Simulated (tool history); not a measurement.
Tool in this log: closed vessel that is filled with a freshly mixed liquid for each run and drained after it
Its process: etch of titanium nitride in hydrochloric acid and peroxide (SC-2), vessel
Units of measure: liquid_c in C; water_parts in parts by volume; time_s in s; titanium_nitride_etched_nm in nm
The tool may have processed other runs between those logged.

run 1 hour=0 | liquid_c=47 water_parts=7 time_s=320 | titanium_nitride_etched_nm=7.9317
run 2 hour=3.7 | liquid_c=44.5 water_parts=7.5 time_s=320 | titanium_nitride_etched_nm=6.3446
run 3 hour=8.2 | liquid_c=47.5 water_parts=7.5 time_s=320 | titanium_nitride_etched_nm=7.7307
run 4 hour=12 | liquid_c=45 water_parts=7.5 time_s=320 | titanium_nitride_etched_nm=6.5603
run 5 hour=20.6 | liquid_c=45 water_parts=7.5 time_s=345 | titanium_nitride_etched_nm=7.056
run 6 hour=29.9 | liquid_c=43 water_parts=8 time_s=345 | titanium_nitride_etched_nm=5.8131

Predict the results of run 7:
run 7 hour=31.7 | liquid_c=41.5 water_parts=8 time_s=345 | titanium_nitride_etched_nm=?

{"run 7": {"titanium_nitride_etched_nm": 5.2574}}
